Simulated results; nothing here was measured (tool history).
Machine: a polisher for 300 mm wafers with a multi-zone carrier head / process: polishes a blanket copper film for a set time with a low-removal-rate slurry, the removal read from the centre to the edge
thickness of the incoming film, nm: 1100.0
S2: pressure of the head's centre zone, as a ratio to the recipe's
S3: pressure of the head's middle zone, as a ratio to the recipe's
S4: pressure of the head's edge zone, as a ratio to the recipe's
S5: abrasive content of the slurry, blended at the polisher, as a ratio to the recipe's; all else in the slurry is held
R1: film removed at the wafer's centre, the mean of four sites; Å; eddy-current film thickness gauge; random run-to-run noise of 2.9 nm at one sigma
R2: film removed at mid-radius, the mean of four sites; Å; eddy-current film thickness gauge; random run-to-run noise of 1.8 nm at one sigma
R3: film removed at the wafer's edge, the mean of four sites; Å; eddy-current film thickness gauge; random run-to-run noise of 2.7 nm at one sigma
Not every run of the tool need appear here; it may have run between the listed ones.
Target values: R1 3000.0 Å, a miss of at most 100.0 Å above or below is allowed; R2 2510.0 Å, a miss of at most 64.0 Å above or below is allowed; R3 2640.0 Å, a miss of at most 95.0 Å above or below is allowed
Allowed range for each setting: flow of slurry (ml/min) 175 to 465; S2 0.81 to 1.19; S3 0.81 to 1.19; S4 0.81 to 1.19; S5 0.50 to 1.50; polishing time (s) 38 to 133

run 1 hour=0.0 | flow_of_slurry_(ml/min)=295 S2=1.00 S3=1.00 S4=1.00 S5=1.00 polishing_time_(s)=85 | R1=2922.0 R2=2891.9 R3=3015.8
run 2 hour=6.5 | flow_of_slurry_(ml/min)=295 S2=1.00 S3=1.04 S4=1.00 S5=1.00 polishing_time_(s)=85 | R1=2997.2 R2=3011.2 R3=3003.8
run 3 hour=11.6 | flow_of_slurry_(ml/min)=290 S2=1.02 S3=1.02 S4=0.97 S5=0.95 polishing_time_(s)=85 | R1=2960.9 R2=2881.4 R3=2916.4
run 4 hour=14.5 | flow_of_slurry_(ml/min)=290 S2=1.02 S3=1.02 S4=0.90 S5=0.95 polishing_time_(s)=85 | R1=2950.8 R2=2881.9 R3=2826.2
run 5 hour=17.3 | flow_of_slurry_(ml/min)=290 S2=1.02 S3=1.02 S4=0.90 S5=1.10 polishing_time_(s)=85 | R1=3047.9 R2=2987.6 R3=2953.1
run 6 hour=25.1 | flow_of_slurry_(ml/min)=290 S2=1.02 S3=1.02 S4=0.93 S5=1.10 polishing_time_(s)=85 | R1=3122.8 R2=3037.7 R3=2959.7
run 7 hour=32.4 | flow_of_slurry_(ml/min)=285 S2=1.03 S3=1.00 S4=0.91 S5=1.10 polishing_time_(s)=85 | R1=3115.7 R2=2970.5 R3=2905.2
run 8 hour=36.6 | flow_of_slurry_(ml/min)=280 S2=1.03 S3=0.97 S4=0.90 S5=1.10 polishing_time_(s)=85 | R1=3112.7 R2=2904.5 R3=2942.7
run 9 hour=37.9 | flow_of_slurry_(ml/min)=280 S2=1.04 S3=0.96 S4=0.89 S5=1.05 polishing_time_(s)=85 | R1=3070.3 R2=2862.9 R3=2874.0
run 10 hour=46.4 | flow_of_slurry_(ml/min)=275 S2=1.05 S3=0.94 S4=0.88 S5=1.00 polishing_time_(s)=85 | R1=3086.7 R2=2736.9 R3=2778.1
run 11 hour=51.4 | flow_of_slurry_(ml/min)=275 S2=1.05 S3=0.94 S4=0.88 S5=1.00 polishing_time_(s)=85 | R1=3084.8 R2=2691.3 R3=2781.4
run 12 hour=54.1 | flow_of_slurry_(ml/min)=270 S2=1.05 S3=0.93 S4=0.87 S5=1.00 polishing_time_(s)=85 | R1=3072.6 R2=2653.2 R3=2835.8
run 13 hour=58.8 | flow_of_slurry_(ml/min)=280 S2=1.09 S3=0.94 S4=0.84 S5=0.75 polishing_time_(s)=83 | R1=2879.3 R2=2483.6 R3=2500.1
run 14 hour=65.3 | flow_of_slurry_(ml/min)=280 S2=1.09 S3=0.94 S4=0.85 S5=0.75 polishing_time_(s)=83 | R1=2916.7 R2=2457.3 R3=2558.0
run 15 hour=66.8 | flow_of_slurry_(ml/min)=305 S2=1.10 S3=0.96 S4=0.88 S5=0.80 polishing_time_(s)=83 | R1=3014.6 R2=2543.4 R3=2607.2

Of the 5 settings listed for the next run, only one would bring every result within its allowed miss of target. Which one?
run A hour=68.3 | flow_of_slurry_(ml/min)=175 S2=1.15 S3=0.98 S4=0.95 S5=0.85 polishing_time_(s)=85 | R1=? R2=? R3=?
run B hour=68.3 | flow_of_slurry_(ml/min)=345 S2=1.10 S3=1.01 S4=0.81 S5=0.55 polishing_time_(s)=91 | R1=? R2=? R3=?
run C hour=68.3 | flow_of_slurry_(ml/min)=315 S2=1.09 S3=1.00 S4=0.86 S5=0.90 polishing_time_(s)=79 | R1=? R2=? R3=?
run D hour=68.3 | flow_of_slurry_(ml/min)=380 S2=1.13 S3=1.00 S4=0.85 S5=0.75 polishing_time_(s)=82 | R1=? R2=? R3=?
run E hour=68.3 | flow_of_slurry_(ml/min)=270 S2=1.10 S3=0.95 S4=0.82 S5=0.80 polishing_time_(s)=87 | R1=? R2=? R3=?

move=A R1=3018.3 R2=2525.0 R3=2665.3
move=B R1=3029.8 R2=2691.1 R3=2542.1
move=C R1=2956.5 R2=2630.6 R3=2568.8
move=D R1=3086.4 R2=2643.2 R3=2560.2
move=E R1=3125.7 R2=2645.1 R3=2660.7
A: meets every target
B: further off than the last run
C: further off than the last run
D: further off than the last run
E: further off than the last run
Go with A: it meets all targets.
